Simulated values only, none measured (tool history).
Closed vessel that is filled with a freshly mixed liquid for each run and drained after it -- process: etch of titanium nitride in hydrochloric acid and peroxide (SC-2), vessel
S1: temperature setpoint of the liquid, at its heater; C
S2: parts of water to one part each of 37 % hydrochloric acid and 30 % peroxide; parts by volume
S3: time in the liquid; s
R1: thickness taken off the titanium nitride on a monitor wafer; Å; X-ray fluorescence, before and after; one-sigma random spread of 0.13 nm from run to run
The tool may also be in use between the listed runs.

run,hour,S1,S2,S3,R1
1,0.0,62.0,12.0,385,210.20
2,3.1,63.0,12.0,385,222.92
3,5.6,64.0,12.0,385,237.67
4,8.8,64.0,12.0,385,235.93
5,15.2,64.0,10.0,385,277.25
6,18.8,64.0,10.0,385,276.54
7,28.2,64.5,10.0,385,285.94
8,36.1,65.0,10.0,385,293.58
9,39.3,65.0,10.0,385,295.28
10,47.4,65.5,10.0,385,304.76
11,56.1,66.0,10.0,385,312.69
12,61.7,66.5,10.0,385,322.97

Run 13 comes next. What will it give?
13,69.0,67.0,10.0,385,?

Logged for run 13: R1 333.77 Å.
